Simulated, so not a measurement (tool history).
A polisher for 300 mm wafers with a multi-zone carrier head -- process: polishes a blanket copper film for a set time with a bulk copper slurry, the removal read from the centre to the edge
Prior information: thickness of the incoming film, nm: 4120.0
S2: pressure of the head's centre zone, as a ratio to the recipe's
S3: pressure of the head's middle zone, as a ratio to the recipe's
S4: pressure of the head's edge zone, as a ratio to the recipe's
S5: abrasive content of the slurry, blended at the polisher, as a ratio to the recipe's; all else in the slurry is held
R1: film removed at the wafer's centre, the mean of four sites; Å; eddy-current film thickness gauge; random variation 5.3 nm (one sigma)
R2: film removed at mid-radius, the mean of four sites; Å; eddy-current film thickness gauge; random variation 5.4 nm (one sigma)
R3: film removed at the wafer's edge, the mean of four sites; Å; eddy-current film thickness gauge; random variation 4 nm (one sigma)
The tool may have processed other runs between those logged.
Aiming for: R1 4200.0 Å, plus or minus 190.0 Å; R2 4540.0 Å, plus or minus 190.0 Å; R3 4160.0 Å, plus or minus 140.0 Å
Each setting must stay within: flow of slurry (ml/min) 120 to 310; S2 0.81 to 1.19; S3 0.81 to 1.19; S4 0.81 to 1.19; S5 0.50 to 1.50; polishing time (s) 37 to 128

Run 1, hour 0.0: flow of slurry (ml/min) 200, S2 1.00, S3 1.00, S4 1.00, S5 1.00, polishing time (s) 82. Result: R1 5422.9 Å, R2 5488.8 Å, R3 5450.9 Å.
Run 2, hour 4.7: flow of slurry (ml/min) 200, S2 1.00, S3 1.00, S4 1.00, S5 1.00, polishing time (s) 69. Result: R1 4596.6 Å, R2 4568.0 Å, R3 4486.0 Å.
Run 3, hour 10.7: flow of slurry (ml/min) 195, S2 0.99, S3 1.01, S4 0.99, S5 1.00, polishing time (s) 69. Result: R1 4554.6 Å, R2 4568.6 Å, R3 4421.9 Å.
Run 4, hour 17.0: flow of slurry (ml/min) 195, S2 0.99, S3 1.01, S4 0.99, S5 1.15, polishing time (s) 69. Result: R1 4629.8 Å, R2 4682.6 Å, R3 4519.7 Å.
Run 5, hour 22.6: flow of slurry (ml/min) 190, S2 0.98, S3 1.01, S4 0.98, S5 1.15, polishing time (s) 69. Result: R1 4563.2 Å, R2 4689.2 Å, R3 4562.3 Å.
Run 6, hour 25.7: flow of slurry (ml/min) 220, S2 0.98, S3 1.01, S4 0.98, S5 1.15, polishing time (s) 69. Result: R1 4673.1 Å, R2 4809.2 Å, R3 4632.8 Å.
Run 7, hour 32.9: flow of slurry (ml/min) 215, S2 0.97, S3 1.01, S4 0.97, S5 1.15, polishing time (s) 69. Result: R1 4665.6 Å, R2 4877.5 Å, R3 4586.7 Å.
Run 8, hour 36.9: flow of slurry (ml/min) 205, S2 0.96, S3 1.01, S4 0.96, S5 1.15, polishing time (s) 69. Result: R1 4631.2 Å, R2 4827.9 Å, R3 4580.3 Å.
Run 9, hour 43.0: flow of slurry (ml/min) 200, S2 0.96, S3 1.01, S4 0.96, S5 1.10, polishing time (s) 69. Result: R1 4518.4 Å, R2 4685.7 Å, R3 4540.1 Å.

Below are 5 possible settings for the next run. Only one of them brings all results inside the allowed miss of their targets. Which is it?
Run A, hour 49.1: flow of slurry (ml/min) 210, S2 0.87, S3 0.91, S4 0.96, S5 0.95, polishing time (s) 79. Result: R1 ?, R2 ?, R3 ?.
Run B, hour 49.1: flow of slurry (ml/min) 255, S2 0.96, S3 0.81, S4 0.89, S5 1.40, polishing time (s) 71. Result: R1 ?, R2 ?, R3 ?.
Run C, hour 49.1: flow of slurry (ml/min) 250, S2 1.02, S3 1.12, S4 1.09, S5 0.95, polishing time (s) 61. Result: R1 ?, R2 ?, R3 ?.
Run D, hour 49.1: flow of slurry (ml/min) 195, S2 0.93, S3 1.11, S4 0.96, S5 1.15, polishing time (s) 66. Result: R1 ?, R2 ?, R3 ?.
Run E, hour 49.1: flow of slurry (ml/min) 185, S2 1.12, S3 1.06, S4 0.83, S5 1.15, polishing time (s) 66. Result: R1 ?, R2 ?, R3 ?.

move      R1      R2      R3
   A  4527.7  4822.1  4994.2
   B  5066.1  4428.2  4849.7
   C  4220.4  4540.5  4165.6
   D  4182.7  4923.9  4314.5
   E  4992.5  4687.8  4013.0
A: its largest miss is bigger than the last run's
B: its largest miss is bigger than the last run's
C: in spec on every target
D: closes in on the targets versus the last run, not all within tolerance yet
E: carries the result that was furthest off beyond its target, to the other side
Correct choice: C, which meets every target

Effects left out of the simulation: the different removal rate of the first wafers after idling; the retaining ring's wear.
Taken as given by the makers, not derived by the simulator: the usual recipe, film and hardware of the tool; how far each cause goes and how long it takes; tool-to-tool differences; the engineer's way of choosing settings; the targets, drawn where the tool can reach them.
